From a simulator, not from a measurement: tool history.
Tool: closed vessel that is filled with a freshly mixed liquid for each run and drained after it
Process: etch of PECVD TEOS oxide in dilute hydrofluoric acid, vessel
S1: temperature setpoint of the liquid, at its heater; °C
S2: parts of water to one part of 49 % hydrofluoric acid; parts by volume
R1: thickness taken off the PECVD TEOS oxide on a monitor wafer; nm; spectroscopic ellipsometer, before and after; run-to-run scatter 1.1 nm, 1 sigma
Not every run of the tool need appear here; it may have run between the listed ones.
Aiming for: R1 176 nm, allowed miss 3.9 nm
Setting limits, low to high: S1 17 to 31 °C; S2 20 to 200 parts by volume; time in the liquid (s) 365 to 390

Run 1, day 0: S1 23 °C, S2 110 parts by volume, time in the liquid (s) 365. Result: R1 54.064 nm.
Run 2, day 0.167: S1 25 °C, S2 85 parts by volume, time in the liquid (s) 365. Result: R1 77.481 nm.
Run 3, day 0.462: S1 25 °C, S2 105 parts by volume, time in the liquid (s) 365. Result: R1 62.576 nm.
Run 4, day 0.683: S1 25 °C, S2 80 parts by volume, time in the liquid (s) 365. Result: R1 83.606 nm.
Run 5, day 0.842: S1 26.5 °C, S2 70 parts by volume, time in the liquid (s) 365. Result: R1 102.51 nm.
Run 6, day 0.867: S1 27.5 °C, S2 65 parts by volume, time in the liquid (s) 365. Result: R1 116.59 nm.
Run 7, day 1.167: S1 28.5 °C, S2 60 parts by volume, time in the liquid (s) 365. Result: R1 132.11 nm.
Run 8, day 1.229: S1 29 °C, S2 55 parts by volume, time in the liquid (s) 365. Result: R1 148.3 nm.
Run 9, day 1.529: S1 29.5 °C, S2 55 parts by volume, time in the liquid (s) 365. Result: R1 149.6 nm.
Run 10, day 1.633: S1 30 °C, S2 55 parts by volume, time in the liquid (s) 365. Result: R1 155.21 nm.
Run 11, day 1.675: S1 30.5 °C, S2 55 parts by volume, time in the liquid (s) 365. Result: R1 155.98 nm.

Which single option among these 4 for the next run brings every result within its allowed miss of target? Just one does.
Run A, day 1.717: S1 23.5 °C, S2 55 parts by volume, time in the liquid (s) 390. Result: R1 ?.
Run B, day 1.717: S1 27.5 °C, S2 50 parts by volume, time in the liquid (s) 390. Result: R1 ?.
Run C, day 1.717: S1 29 °C, S2 50 parts by volume, time in the liquid (s) 390. Result: R1 ?.
Run D, day 1.717: S1 29.5 °C, S2 60 parts by volume, time in the liquid (s) 390. Result: R1 ?.

move      R1
   A  127.35
   B  165.91
   C  176.11
   D  147.45
A: the biggest miss grows against the last run
B: closes in on the targets versus the last run, not all within tolerance yet
C: meets every target
D: the biggest miss grows against the last run
Answer: C
